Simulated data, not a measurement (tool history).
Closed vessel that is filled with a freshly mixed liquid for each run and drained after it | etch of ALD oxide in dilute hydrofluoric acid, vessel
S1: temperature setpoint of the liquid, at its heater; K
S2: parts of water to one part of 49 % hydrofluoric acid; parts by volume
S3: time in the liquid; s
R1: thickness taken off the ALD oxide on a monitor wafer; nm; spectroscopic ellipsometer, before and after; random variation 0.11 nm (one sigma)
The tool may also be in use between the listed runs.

run,hour,S1,S2,S3,R1
1,0,295.15,290,460,12.902
2,1.7,296.65,275,460,14.614
3,9,296.65,370,460,10.007
4,14.9,293.65,370,460,9.0209
5,17.1,295.65,340,460,10.717
6,19.5,295.65,290,460,13.093
7,24.8,297.15,275,460,14.79

The next listed run, before its measurement:
8,26.4,298.65,265,460,?

{"run 8": {"R1": 16.562}}
